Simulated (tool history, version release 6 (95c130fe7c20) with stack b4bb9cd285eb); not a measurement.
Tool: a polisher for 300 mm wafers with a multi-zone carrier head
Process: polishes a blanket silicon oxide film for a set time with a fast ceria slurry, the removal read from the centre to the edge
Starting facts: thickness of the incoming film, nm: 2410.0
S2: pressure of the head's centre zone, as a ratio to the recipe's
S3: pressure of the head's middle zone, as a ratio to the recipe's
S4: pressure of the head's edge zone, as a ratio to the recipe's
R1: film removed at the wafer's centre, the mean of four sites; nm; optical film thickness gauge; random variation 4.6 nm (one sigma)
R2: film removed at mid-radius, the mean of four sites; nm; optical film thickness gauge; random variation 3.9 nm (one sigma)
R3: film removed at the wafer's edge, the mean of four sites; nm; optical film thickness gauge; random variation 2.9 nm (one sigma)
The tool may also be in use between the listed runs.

run 1 day=0.000 | flow_of_slurry_(ml/min)=255 S2=1.00 S3=1.00 S4=1.00 polishing_time_(s)=44 | R1=490.67 R2=492.46 R3=501.91
run 2 day=0.092 | flow_of_slurry_(ml/min)=255 S2=1.07 S3=1.00 S4=1.00 polishing_time_(s)=44 | R1=523.86 R2=484.18 R3=500.36
run 3 day=0.388 | flow_of_slurry_(ml/min)=255 S2=1.07 S3=1.00 S4=1.00 polishing_time_(s)=35 | R1=421.75 R2=385.62 R3=398.34
run 4 day=0.646 | flow_of_slurry_(ml/min)=255 S2=1.07 S3=1.00 S4=1.06 polishing_time_(s)=35 | R1=415.74 R2=392.37 R3=410.98
run 5 day=0.692 | flow_of_slurry_(ml/min)=265 S2=1.09 S3=1.00 S4=1.06 polishing_time_(s)=35 | R1=423.47 R2=390.26 R3=412.14
run 6 day=0.800 | flow_of_slurry_(ml/min)=265 S2=1.09 S3=0.92 S4=1.06 polishing_time_(s)=35 | R1=430.55 R2=360.20 R3=407.13
run 7 day=1.167 | flow_of_slurry_(ml/min)=280 S2=1.10 S3=0.94 S4=1.06 polishing_time_(s)=35 | R1=438.59 R2=373.70 R3=413.01

Run 8 has not been measured yet. What should we expect?
run 8 day=1.496 | flow_of_slurry_(ml/min)=295 S2=1.10 S3=0.95 S4=1.06 polishing_time_(s)=35 | R1=? R2=? R3=?

Run 8 gave R1 430.77 nm, R2 377.04 nm, R3 410.16 nm.
